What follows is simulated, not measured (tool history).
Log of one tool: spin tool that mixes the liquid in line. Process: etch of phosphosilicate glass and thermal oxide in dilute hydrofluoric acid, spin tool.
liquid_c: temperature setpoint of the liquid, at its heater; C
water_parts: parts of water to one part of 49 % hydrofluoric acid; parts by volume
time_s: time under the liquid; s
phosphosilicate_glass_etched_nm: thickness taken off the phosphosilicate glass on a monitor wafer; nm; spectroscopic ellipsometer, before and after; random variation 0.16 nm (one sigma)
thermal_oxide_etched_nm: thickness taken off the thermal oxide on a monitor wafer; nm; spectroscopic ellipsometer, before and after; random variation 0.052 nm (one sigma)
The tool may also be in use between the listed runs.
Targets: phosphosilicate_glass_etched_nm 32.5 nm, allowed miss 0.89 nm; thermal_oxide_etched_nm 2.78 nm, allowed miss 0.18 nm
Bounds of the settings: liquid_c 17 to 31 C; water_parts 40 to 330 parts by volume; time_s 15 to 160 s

run,hour,liquid_c,water_parts,time_s,phosphosilicate_glass_etched_nm,thermal_oxide_etched_nm
1,0,23,185,80,21.308,1.7695
2,3.6,23,185,65,17.198,1.5094
3,4.9,23,185,100,26.34,2.213
4,12.9,23,185,135,35.633,2.9881
5,15,23,145,135,48.142,4.0924
6,21.3,23,145,105,37.106,3.0837
7,27.4,22,145,105,35.597,3.0095
8,36.2,21,145,105,34.158,2.9671

4 next moves are on the table. One of them brings every result within its allowed miss. Which?
A,45,19.5,130,105,?,?
B,45,19,165,130,?,?
C,45,20.5,130,90,?,?
D,45,22,125,90,?,?

move,phosphosilicate_glass_etched_nm,thermal_oxide_etched_nm
A,36.841,3.0572
B,33.98,2.8198
C,32.876,2.7282
D,36.5,3.0289
A: further off than the last run
B: nearer than the last run, and not there yet
C: meets every target
D: further off than the last run
Move C is the one to make.

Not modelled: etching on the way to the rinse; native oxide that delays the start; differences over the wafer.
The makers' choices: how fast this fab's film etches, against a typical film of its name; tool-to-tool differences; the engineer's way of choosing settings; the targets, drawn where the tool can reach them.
